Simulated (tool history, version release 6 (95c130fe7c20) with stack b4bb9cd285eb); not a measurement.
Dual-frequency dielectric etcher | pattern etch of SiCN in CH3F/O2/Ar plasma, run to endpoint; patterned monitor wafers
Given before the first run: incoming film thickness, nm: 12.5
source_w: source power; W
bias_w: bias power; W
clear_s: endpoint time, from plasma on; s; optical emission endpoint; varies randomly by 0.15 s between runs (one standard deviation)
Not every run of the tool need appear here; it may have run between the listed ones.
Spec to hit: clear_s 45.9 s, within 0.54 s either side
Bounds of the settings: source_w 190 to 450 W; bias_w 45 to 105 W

run  hour  source_w  bias_w  clear_s
  1     0       320      75   37.774
  2   5.2       280      72   40.113
  3  10.4       250      69   42.609
  4  11.4       190      69   46.708
  5  18.4       190      63   48.177
  6  24.7       190      63   48.346
  7  32.6       200      63   47.283
  8  38.5       210      63   46.869

Exercise: of the 5 proposed moves below, exactly one satisfies all targets within the stated allowed misses. Which move is it?
  A  44.4       210      58        ?
  B  44.4       190      65        ?
  C  44.4       220      57        ?
  D  44.4       230      60        ?
  E  44.4       200      59        ?

move  clear_s
   A   47.914
   B   47.443
   C   47.477
   D   45.888
   E   48.389
A: moves away from the targets compared with the last run
B: moves away from the targets compared with the last run
C: moves away from the targets compared with the last run
D: hits every target within its allowed miss
E: moves away from the targets compared with the last run
So the answer is move D, the one that meets all the targets.
